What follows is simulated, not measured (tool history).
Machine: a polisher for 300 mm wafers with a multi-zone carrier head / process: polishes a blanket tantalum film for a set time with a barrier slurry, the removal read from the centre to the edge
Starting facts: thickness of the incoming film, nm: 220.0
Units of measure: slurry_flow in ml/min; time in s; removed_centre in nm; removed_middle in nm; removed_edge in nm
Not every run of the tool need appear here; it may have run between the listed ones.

run  hour  slurry_flow  centre_zone  middle_zone  edge_zone  slurry_solids  time  removed_centre  removed_middle  removed_edge
  1   0.0          190         1.00         1.00       1.00           1.00    70          60.753          61.210        60.749
  2   0.8          185         0.98         0.98       0.98           0.90    68          55.695          54.770        56.289
  3   7.0          185         0.98         0.94       0.98           0.90    68          55.867          53.389        55.411
  4  10.0          225         0.98         0.94       0.98           0.90    68          58.518          55.680        57.649
  5  13.5          215         0.96         0.94       0.95           0.85    67          54.759          52.486        55.239
  6  17.9          215         0.96         0.94       0.95           0.75    67          52.567          50.376        51.982

Run 7 has not been measured yet. What should we expect?
  7  19.6          205         0.94         0.94       0.93           0.70    67               ?               ?             ?

Run 7 came out at removed_centre 49.827 nm, removed_middle 49.935 nm, removed_edge 50.264 nm.

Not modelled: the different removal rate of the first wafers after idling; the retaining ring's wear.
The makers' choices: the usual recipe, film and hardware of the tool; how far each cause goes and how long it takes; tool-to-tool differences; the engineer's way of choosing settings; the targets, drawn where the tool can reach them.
